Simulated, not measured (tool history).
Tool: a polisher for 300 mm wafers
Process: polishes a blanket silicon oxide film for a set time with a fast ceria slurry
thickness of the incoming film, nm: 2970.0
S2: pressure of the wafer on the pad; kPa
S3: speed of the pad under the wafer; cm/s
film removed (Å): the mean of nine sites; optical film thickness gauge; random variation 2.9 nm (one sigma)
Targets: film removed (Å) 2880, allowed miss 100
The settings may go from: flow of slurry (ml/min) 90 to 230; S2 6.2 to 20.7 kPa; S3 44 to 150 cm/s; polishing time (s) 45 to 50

run 1 hour=0 | flow_of_slurry_(ml/min)=150 S2=13.1 S3=96 polishing_time_(s)=50 | film_removed_(Å)=4730.9
run 2 hour=8.4 | flow_of_slurry_(ml/min)=120 S2=13.1 S3=96 polishing_time_(s)=50 | film_removed_(Å)=4586.4
run 3 hour=10.7 | flow_of_slurry_(ml/min)=120 S2=13.1 S3=96 polishing_time_(s)=50 | film_removed_(Å)=4612.8
run 4 hour=13.2 | flow_of_slurry_(ml/min)=120 S2=12.4 S3=96 polishing_time_(s)=50 | film_removed_(Å)=4458.6
run 5 hour=19.1 | flow_of_slurry_(ml/min)=120 S2=11.7 S3=96 polishing_time_(s)=50 | film_removed_(Å)=4364.3
run 6 hour=26.4 | flow_of_slurry_(ml/min)=120 S2=11.7 S3=110 polishing_time_(s)=50 | film_removed_(Å)=4894.6
run 7 hour=33.1 | flow_of_slurry_(ml/min)=120 S2=11 S3=106 polishing_time_(s)=50 | film_removed_(Å)=4617
run 8 hour=41.5 | flow_of_slurry_(ml/min)=120 S2=10.3 S3=102 polishing_time_(s)=50 | film_removed_(Å)=4302.4
run 9 hour=48.4 | flow_of_slurry_(ml/min)=120 S2=9.7 S3=98 polishing_time_(s)=50 | film_removed_(Å)=3907.5
run 10 hour=53.3 | flow_of_slurry_(ml/min)=120 S2=9 S3=96 polishing_time_(s)=50 | film_removed_(Å)=3763.6
run 11 hour=59.5 | flow_of_slurry_(ml/min)=120 S2=8.3 S3=94 polishing_time_(s)=50 | film_removed_(Å)=3530.2
run 12 hour=66.9 | flow_of_slurry_(ml/min)=120 S2=8.3 S3=92 polishing_time_(s)=50 | film_removed_(Å)=3432.1
run 13 hour=73.5 | flow_of_slurry_(ml/min)=120 S2=6.9 S3=88 polishing_time_(s)=50 | film_removed_(Å)=3048

5 next moves are on the table. One of them brings every result within its allowed miss. Which?
run A hour=80.1 | flow_of_slurry_(ml/min)=155 S2=7.6 S3=86 polishing_time_(s)=48 | film_removed_(Å)=?
run B hour=80.1 | flow_of_slurry_(ml/min)=120 S2=7.6 S3=82 polishing_time_(s)=49 | film_removed_(Å)=?
run C hour=80.1 | flow_of_slurry_(ml/min)=90 S2=7.6 S3=98 polishing_time_(s)=49 | film_removed_(Å)=?
run D hour=80.1 | flow_of_slurry_(ml/min)=120 S2=7.6 S3=86 polishing_time_(s)=50 | film_removed_(Å)=?
run E hour=80.1 | flow_of_slurry_(ml/min)=110 S2=6.9 S3=92 polishing_time_(s)=49 | film_removed_(Å)=?

move=A film_removed_(Å)=3155.2
move=B film_removed_(Å)=2960.1
move=C film_removed_(Å)=3348.2
move=D film_removed_(Å)=3162.7
move=E film_removed_(Å)=3123.8
A: further off than the last run
B: meets every target
C: further off than the last run
D: further off than the last run
E: further off than the last run
Move B is the one to make.
